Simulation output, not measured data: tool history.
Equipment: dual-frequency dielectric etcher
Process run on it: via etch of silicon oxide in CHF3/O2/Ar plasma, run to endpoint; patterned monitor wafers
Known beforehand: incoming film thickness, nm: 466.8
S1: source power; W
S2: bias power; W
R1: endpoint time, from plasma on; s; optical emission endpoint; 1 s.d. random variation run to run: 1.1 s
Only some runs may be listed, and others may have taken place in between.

run 1 day=0 | S1=890 S2=120 | R1=229.68
run 2 day=0.029 | S1=780 S2=120 | R1=248.43
run 3 day=0.092 | S1=730 S2=114 | R1=264.27
run 4 day=0.304 | S1=600 S2=114 | R1=302.08
run 5 day=0.521 | S1=590 S2=114 | R1=306.93
run 6 day=0.758 | S1=730 S2=114 | R1=263.8

For run 7, what comes out?
run 7 day=1.075 | S1=690 S2=113 | R1=?

{"run 7": {"R1": 275.13}}
